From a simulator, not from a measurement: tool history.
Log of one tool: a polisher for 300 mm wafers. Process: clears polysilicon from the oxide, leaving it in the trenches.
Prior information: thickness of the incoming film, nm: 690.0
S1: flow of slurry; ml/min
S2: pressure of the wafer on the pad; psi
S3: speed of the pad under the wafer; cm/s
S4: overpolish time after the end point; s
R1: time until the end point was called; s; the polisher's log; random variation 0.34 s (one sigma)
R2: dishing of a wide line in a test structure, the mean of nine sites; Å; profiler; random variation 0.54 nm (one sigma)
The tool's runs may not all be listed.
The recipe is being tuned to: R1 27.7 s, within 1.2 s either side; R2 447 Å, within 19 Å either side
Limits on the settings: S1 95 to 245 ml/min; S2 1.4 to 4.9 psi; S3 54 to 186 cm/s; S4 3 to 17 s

run,hour,S1,S2,S3,S4,R1,R2
1,0,155,3.1,118,9,41.991,560.3
2,1.1,155,3.1,118,12,41.651,582.54
3,3.9,160,3.2,118,11,38.997,578.68
4,12.8,135,3.2,118,11,41.818,590.74
5,17.8,150,3.2,118,11,40.307,596.73
6,20,165,3.1,128,10,37.139,571.58
7,26.2,175,3,134,9,37.751,585.81
8,31.3,185,3.3,124,8,35.894,574.8
9,34.1,195,3.4,122,7,35.606,569.49

Next run, 5 choices. One meets every target within its allowed miss, the rest don't. Which?
A,36.9,240,3.6,126,3,?,?
B,36.9,175,3.3,120,16,?,?
C,36.9,195,4.1,134,3,?,?
D,36.9,230,3.8,120,3,?,?
E,36.9,145,4.1,166,3,?,?

move,R1,R2
A,31.521,424.23
B,37.291,617.58
C,27.01,458.6
D,31.44,424.81
E,23.242,490.34
A: better than the last run, though not everything is in spec
B: its largest miss is bigger than the last run's
C: all results land within tolerance of their targets
D: better than the last run, though not everything is in spec
E: the result that was furthest off in the last run now lies on the other side of its target
Correct choice: C, which meets every target
